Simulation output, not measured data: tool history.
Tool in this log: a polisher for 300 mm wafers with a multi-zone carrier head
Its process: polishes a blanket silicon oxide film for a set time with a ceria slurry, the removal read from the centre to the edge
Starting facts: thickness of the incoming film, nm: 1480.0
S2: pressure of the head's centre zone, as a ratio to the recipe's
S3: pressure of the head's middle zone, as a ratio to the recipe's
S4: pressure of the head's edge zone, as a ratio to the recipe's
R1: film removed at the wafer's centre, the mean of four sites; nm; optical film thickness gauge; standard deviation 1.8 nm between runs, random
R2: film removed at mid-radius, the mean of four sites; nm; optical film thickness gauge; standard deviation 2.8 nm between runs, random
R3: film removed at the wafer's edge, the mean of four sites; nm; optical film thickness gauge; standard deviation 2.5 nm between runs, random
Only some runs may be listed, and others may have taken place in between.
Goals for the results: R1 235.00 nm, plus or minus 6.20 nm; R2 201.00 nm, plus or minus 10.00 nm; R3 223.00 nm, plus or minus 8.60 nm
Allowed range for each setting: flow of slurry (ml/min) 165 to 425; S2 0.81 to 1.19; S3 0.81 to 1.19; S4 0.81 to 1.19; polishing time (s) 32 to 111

Run 1, hour 0.0: flow of slurry (ml/min) 275, S2 1.00, S3 1.00, S4 1.00, polishing time (s) 71. Result: R1 266.24 nm, R2 283.38 nm, R3 264.93 nm.
Run 2, hour 1.7: flow of slurry (ml/min) 275, S2 1.03, S3 1.00, S4 1.00, polishing time (s) 71. Result: R1 271.64 nm, R2 275.51 nm, R3 264.06 nm.
Run 3, hour 2.5: flow of slurry (ml/min) 275, S2 1.03, S3 1.00, S4 1.04, polishing time (s) 71. Result: R1 271.65 nm, R2 275.54 nm, R3 270.28 nm.
Run 4, hour 5.4: flow of slurry (ml/min) 275, S2 0.99, S3 1.00, S4 1.04, polishing time (s) 71. Result: R1 264.21 nm, R2 264.33 nm, R3 270.29 nm.
Run 5, hour 14.4: flow of slurry (ml/min) 280, S2 1.01, S3 0.97, S4 1.04, polishing time (s) 68. Result: R1 254.55 nm, R2 259.24 nm, R3 257.85 nm.
Run 6, hour 23.1: flow of slurry (ml/min) 280, S2 0.93, S3 0.97, S4 1.04, polishing time (s) 68. Result: R1 234.98 nm, R2 252.81 nm, R3 262.35 nm.
Run 7, hour 31.6: flow of slurry (ml/min) 270, S2 0.96, S3 0.94, S4 1.05, polishing time (s) 66. Result: R1 236.05 nm, R2 238.37 nm, R3 251.07 nm.
Run 8, hour 39.8: flow of slurry (ml/min) 260, S2 0.97, S3 0.91, S4 1.05, polishing time (s) 65. Result: R1 231.52 nm, R2 230.24 nm, R3 249.32 nm.
Run 9, hour 47.3: flow of slurry (ml/min) 255, S2 0.99, S3 0.89, S4 1.05, polishing time (s) 64. Result: R1 233.78 nm, R2 219.62 nm, R3 241.20 nm.
Run 10, hour 56.1: flow of slurry (ml/min) 250, S2 1.00, S3 0.88, S4 1.04, polishing time (s) 64. Result: R1 235.69 nm, R2 219.76 nm, R3 241.91 nm.
Run 11, hour 57.8: flow of slurry (ml/min) 245, S2 1.01, S3 0.87, S4 1.03, polishing time (s) 63. Result: R1 232.38 nm, R2 209.48 nm, R3 235.23 nm.
Run 12, hour 59.5: flow of slurry (ml/min) 245, S2 1.02, S3 0.87, S4 1.02, polishing time (s) 63. Result: R1 234.24 nm, R2 214.43 nm, R3 235.24 nm.
Run 13, hour 66.7: flow of slurry (ml/min) 240, S2 1.03, S3 0.86, S4 1.01, polishing time (s) 63. Result: R1 239.71 nm, R2 214.21 nm, R3 235.44 nm.
Run 14, hour 67.9: flow of slurry (ml/min) 240, S2 1.03, S3 0.86, S4 1.01, polishing time (s) 63. Result: R1 233.71 nm, R2 214.16 nm, R3 238.21 nm.

Which single option among these 5 for the next run brings every result within its allowed miss of target? Just one does.
Run A, hour 69.1: flow of slurry (ml/min) 280, S2 1.13, S3 0.86, S4 1.02, polishing time (s) 59. Result: R1 ?, R2 ?, R3 ?.
Run B, hour 69.1: flow of slurry (ml/min) 220, S2 1.15, S3 0.93, S4 1.17, polishing time (s) 57. Result: R1 ?, R2 ?, R3 ?.
Run C, hour 69.1: flow of slurry (ml/min) 225, S2 1.09, S3 0.97, S4 1.03, polishing time (s) 60. Result: R1 ?, R2 ?, R3 ?.
Run D, hour 69.1: flow of slurry (ml/min) 285, S2 1.19, S3 1.04, S4 0.94, polishing time (s) 55. Result: R1 ?, R2 ?, R3 ?.
Run E, hour 69.1: flow of slurry (ml/min) 345, S2 1.17, S3 1.09, S4 1.03, polishing time (s) 53. Result: R1 ?, R2 ?, R3 ?.

move      R1      R2      R3
   A  247.01  205.87  220.35
   B  234.54  205.51  219.62
   C  234.87  224.96  219.83
   D  243.42  225.39  198.88
   E  235.63  230.43  201.34
A: the furthest-off result lands on target, but another misses its tolerance
B: hits every target within its allowed miss
C: the furthest-off result lands on target, but another misses its tolerance
D: carries the result that was furthest off beyond its target, to the other side
E: carries the result that was furthest off beyond its target, to the other side
B is the move that brings every result within its allowed miss.
